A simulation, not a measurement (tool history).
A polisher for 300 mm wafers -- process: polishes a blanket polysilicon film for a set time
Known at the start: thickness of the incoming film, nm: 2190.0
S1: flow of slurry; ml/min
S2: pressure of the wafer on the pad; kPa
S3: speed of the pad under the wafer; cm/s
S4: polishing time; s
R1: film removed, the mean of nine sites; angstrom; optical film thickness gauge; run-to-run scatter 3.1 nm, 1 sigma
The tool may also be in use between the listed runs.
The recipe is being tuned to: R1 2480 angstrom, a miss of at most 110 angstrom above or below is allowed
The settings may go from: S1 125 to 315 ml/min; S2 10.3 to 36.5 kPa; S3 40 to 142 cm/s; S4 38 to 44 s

run 1 hour=0 | S1=205 S2=23.4 S3=90 S4=44 | R1=3419.6
run 2 hour=6.4 | S1=160 S2=23.4 S3=90 S4=44 | R1=3305.5
run 3 hour=12.8 | S1=160 S2=22.1 S3=90 S4=44 | R1=3176.3
run 4 hour=16.4 | S1=160 S2=22.1 S3=106 S4=44 | R1=3756.1
run 5 hour=20.2 | S1=160 S2=19.3 S3=106 S4=44 | R1=3236.7
-- hour=25.4 slurry nozzle cleaned
run 6 hour=25.4 | S1=160 S2=19.3 S3=106 S4=38 | R1=2971.7
run 7 hour=27 | S1=160 S2=18.6 S3=106 S4=38 | R1=2818.1
run 8 hour=28.6 | S1=160 S2=17.9 S3=106 S4=38 | R1=2799.5
run 9 hour=34.9 | S1=160 S2=14.5 S3=104 S4=38 | R1=2261.1

Which one of the following 4 next-run settings gets every result inside its allowed miss? There is exactly one.
run A hour=41.2 | S1=125 S2=13.1 S3=98 S4=43 | R1=?
run B hour=41.2 | S1=160 S2=14.5 S3=100 S4=43 | R1=?
run C hour=41.2 | S1=170 S2=15.2 S3=88 S4=41 | R1=?
run D hour=41.2 | S1=190 S2=15.9 S3=106 S4=40 | R1=?

move=A R1=2185.3
move=B R1=2470.5
move=C R1=2211
move=D R1=2646.7
A: its largest miss is bigger than the last run's
B: hits every target within its allowed miss
C: its largest miss is bigger than the last run's
D: takes the biggest miss from the last run beyond its target
The move that meets every target is B.

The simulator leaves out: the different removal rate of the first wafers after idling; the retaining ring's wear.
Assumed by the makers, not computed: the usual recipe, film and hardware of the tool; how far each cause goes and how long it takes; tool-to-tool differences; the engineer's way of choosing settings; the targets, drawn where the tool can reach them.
